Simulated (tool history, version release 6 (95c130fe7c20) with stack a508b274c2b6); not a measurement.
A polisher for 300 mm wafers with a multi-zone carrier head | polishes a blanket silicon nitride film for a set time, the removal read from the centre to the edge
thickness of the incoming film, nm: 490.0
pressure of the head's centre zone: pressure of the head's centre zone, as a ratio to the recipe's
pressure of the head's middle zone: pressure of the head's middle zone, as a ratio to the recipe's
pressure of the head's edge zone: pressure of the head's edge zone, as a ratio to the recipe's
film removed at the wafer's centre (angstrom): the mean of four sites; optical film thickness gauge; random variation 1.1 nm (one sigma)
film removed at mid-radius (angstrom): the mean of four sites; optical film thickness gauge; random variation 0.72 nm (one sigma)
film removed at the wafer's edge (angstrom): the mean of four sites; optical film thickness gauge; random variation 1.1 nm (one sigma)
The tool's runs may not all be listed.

run,hour,flow of slurry (ml/min),pressure of the head's centre zone,pressure of the head's middle zone,pressure of the head's edge zone,polishing time (s),film removed at the wafer's centre (angstrom),film removed at mid-radius (angstrom),film removed at the wafer's edge (angstrom)
1,0,240,1,1,1,88,1316,1328.2,1319.3
2,3.3,235,1.01,0.96,0.97,79,1207,1157.2,1162.5
3,10.9,235,1.01,0.96,1.02,79,1228.1,1157.3,1189.2
4,15.1,235,0.98,0.96,1.02,79,1157.8,1150.4,1190.2
5,21.1,230,0.99,0.93,1,73,1103.9,1056.6,1087.8
6,29.5,225,0.99,0.9,1,68,998.64,932.37,1005.1
7,34,220,1,0.88,0.97,67,1016.9,898.61,977.09

Run 8 comes next. What will it give?
8,38.9,215,0.99,0.87,0.94,66,?,?,?

{"run 8": {"film removed at the wafer's centre (angstrom)": 965.18, "film removed at mid-radius (angstrom)": 874.35, "film removed at the wafer's edge (angstrom)": 945.68}}
